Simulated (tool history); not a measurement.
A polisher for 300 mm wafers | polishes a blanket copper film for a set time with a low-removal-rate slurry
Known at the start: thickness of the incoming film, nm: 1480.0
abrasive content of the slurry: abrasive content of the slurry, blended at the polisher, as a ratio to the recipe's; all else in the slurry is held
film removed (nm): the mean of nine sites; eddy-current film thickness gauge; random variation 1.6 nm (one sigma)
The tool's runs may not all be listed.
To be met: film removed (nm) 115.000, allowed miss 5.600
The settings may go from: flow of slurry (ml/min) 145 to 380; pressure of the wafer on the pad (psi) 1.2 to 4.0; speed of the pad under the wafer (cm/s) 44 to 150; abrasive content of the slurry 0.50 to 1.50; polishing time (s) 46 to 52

run  hour  flow of slurry (ml/min)  pressure of the wafer on the pad (psi)  speed of the pad under the wafer (cm/s)  abrasive content of the slurry  polishing time (s)  film removed (nm)
  1   0.0                      245                                     2.6                                       96                            1.00                  52            164.150
  2   1.2                      300                                     2.6                                       96                            1.00                  52            166.050
  3   8.1                      300                                     2.6                                       96                            1.00                  52            162.620
  4  11.8                      300                                     2.6                                       96                            1.00                  46            146.660
  5  13.8                      240                                     2.6                                       96                            1.00                  46            139.890
  6  15.3                      240                                     3.1                                       96                            1.00                  46            170.660
  7  21.5                      240                                     2.8                                       94                            1.00                  46            149.240
  8  27.5                      240                                     2.6                                       94                            1.00                  46            140.890
  9  28.8                      240                                     2.5                                       94                            1.00                  46            130.680
 10  36.1                      235                                     2.4                                       94                            1.00                  46            129.130
 11  37.9                      235                                     2.0                                       92                            1.00                  46            105.180

Which of these 5 next moves meets every target?
  A  39.7                      270                                     2.2                                       92                            1.15                  46                  ?
  B  39.7                      245                                     2.4                                       92                            1.05                  46                  ?
  C  39.7                      220                                     1.9                                      106                            0.95                  47                  ?
  D  39.7                      200                                     1.9                                       90                            0.95                  46                  ?
  E  39.7                      245                                     1.4                                       98                            1.40                  52                  ?

move  film removed (nm)
   A            125.150
   B            130.800
   C            117.370
   D             96.666
   E            103.060
A: takes the result that was furthest off past its target
B: takes the result that was furthest off past its target
C: meets every target
D: further off than the last run
E: further off than the last run
Answer: C
